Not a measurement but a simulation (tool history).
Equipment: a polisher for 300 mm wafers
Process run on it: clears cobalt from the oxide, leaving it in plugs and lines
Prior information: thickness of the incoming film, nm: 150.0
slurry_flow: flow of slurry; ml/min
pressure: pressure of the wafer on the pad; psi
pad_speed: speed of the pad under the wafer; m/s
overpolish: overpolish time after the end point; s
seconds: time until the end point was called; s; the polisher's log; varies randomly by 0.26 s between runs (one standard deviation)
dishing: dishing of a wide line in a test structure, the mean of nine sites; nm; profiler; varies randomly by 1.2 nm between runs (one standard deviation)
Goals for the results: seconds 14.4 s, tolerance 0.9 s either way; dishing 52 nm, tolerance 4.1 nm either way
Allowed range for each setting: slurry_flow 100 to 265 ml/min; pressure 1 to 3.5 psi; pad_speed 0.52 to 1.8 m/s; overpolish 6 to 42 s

{"run": 1, "hour": 0.0, "slurry_flow": 170, "pressure": 2.2, "pad_speed": 1.16, "overpolish": 21, "seconds": 20.897, "dishing": 49.344}
{"run": 2, "hour": 6.4, "slurry_flow": 170, "pressure": 2.2, "pad_speed": 1.36, "overpolish": 21, "seconds": 18.456, "dishing": 52.486}
{"run": 3, "hour": 9.5, "slurry_flow": 170, "pressure": 2.4, "pad_speed": 1.36, "overpolish": 19, "seconds": 17.233, "dishing": 53.393}
{"run": 4, "hour": 11.2, "slurry_flow": 175, "pressure": 2.5, "pad_speed": 1.36, "overpolish": 15, "seconds": 16.179, "dishing": 50.461}
{"run": 5, "hour": 12.7, "slurry_flow": 175, "pressure": 2.6, "pad_speed": 1.36, "overpolish": 15, "seconds": 16.492, "dishing": 48.593}
{"run": 6, "hour": 17.7, "slurry_flow": 175, "pressure": 2.6, "pad_speed": 1.36, "overpolish": 6, "seconds": 15.691, "dishing": 34.926}
{"run": 7, "hour": 22.8, "slurry_flow": 175, "pressure": 2.7, "pad_speed": 1.36, "overpolish": 9, "seconds": 15.462, "dishing": 45.62}
{"hour": 29.5, "done": "slurry nozzle cleaned"}
{"run": 8, "hour": 29.5, "slurry_flow": 175, "pressure": 2.8, "pad_speed": 1.36, "overpolish": 9, "seconds": 14.135, "dishing": 44.857}

Exercise: of the 5 proposed moves below, exactly one satisfies all targets within the stated allowed misses. Which move is it?
{"run": "A", "hour": 36.2, "slurry_flow": 170, "pressure": 2.8, "pad_speed": 1.36, "overpolish": 9, "seconds": "?", "dishing": "?"}
{"run": "B", "hour": 36.2, "slurry_flow": 150, "pressure": 2.9, "pad_speed": 1.34, "overpolish": 7, "seconds": "?", "dishing": "?"}
{"run": "C", "hour": 36.2, "slurry_flow": 160, "pressure": 3.4, "pad_speed": 1.24, "overpolish": 6, "seconds": "?", "dishing": "?"}
{"run": "D", "hour": 36.2, "slurry_flow": 155, "pressure": 3, "pad_speed": 1.22, "overpolish": 6, "seconds": "?", "dishing": "?"}
{"run": "E", "hour": 36.2, "slurry_flow": 180, "pressure": 2.6, "pad_speed": 1.44, "overpolish": 15, "seconds": "?", "dishing": "?"}

move=A seconds=14.721 dishing=45.986
move=B seconds=14.711 dishing=41.256
move=C seconds=13.455 dishing=39.939
move=D seconds=15.241 dishing=37.405
move=E seconds=14.893 dishing=52.91
A: nearer the targets than the last run, but a result is still out of spec
B: moves away from the targets compared with the last run
C: moves away from the targets compared with the last run
D: moves away from the targets compared with the last run
E: every result within its allowed miss
The right move is E.
